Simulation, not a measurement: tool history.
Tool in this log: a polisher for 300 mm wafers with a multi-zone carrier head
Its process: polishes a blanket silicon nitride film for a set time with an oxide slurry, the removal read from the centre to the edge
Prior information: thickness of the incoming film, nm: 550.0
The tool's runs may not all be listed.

run    day  flow of slurry (ml/min)  pressure of the head's centre zone  pressure of the head's middle zone  pressure of the head's edge zone  abrasive content of the slurry  polishing time (s)  film removed at the wafer's centre (angstrom)  film removed at mid-radius (angstrom)  film removed at the wafer's edge (angstrom)
  1      0                      150                                   1                                   1                                 1                               1                  58                                         462.34                                 411.15                                       407.45
  2  0.092                      140                                   1                                0.96                              0.97                            0.95                  58                                         444.31                                 385.67                                       398.42
  3  0.446                      140                                1.01                                0.94                              0.95                            0.85                  58                                         426.27                                 355.55                                       374.65
  4    0.7                      140                                1.01                                0.94                              0.95                            0.85                  63                                          463.1                                 386.22                                        401.4
  5  1.029                      140                                1.01                                0.94                              0.95                            0.85                  50                                         369.31                                 306.46                                       322.18
  6  1.358                      140                                1.01                                0.94                              0.89                            0.85                  50                                         368.01                                  307.5                                       303.76
  7  1.454                      135                                1.01                                0.93                               0.9                            0.85                  50                                         363.26                                 301.22                                       312.17

What will run 8 give?
  8  1.575                      135                                1.02                                0.92                              0.91                            0.85                  50                                              ?                                      ?                                            ?

film removed at the wafer's centre (angstrom): 367.79
film removed at mid-radius (angstrom): 298.76
film removed at the wafer's edge (angstrom): 310.46
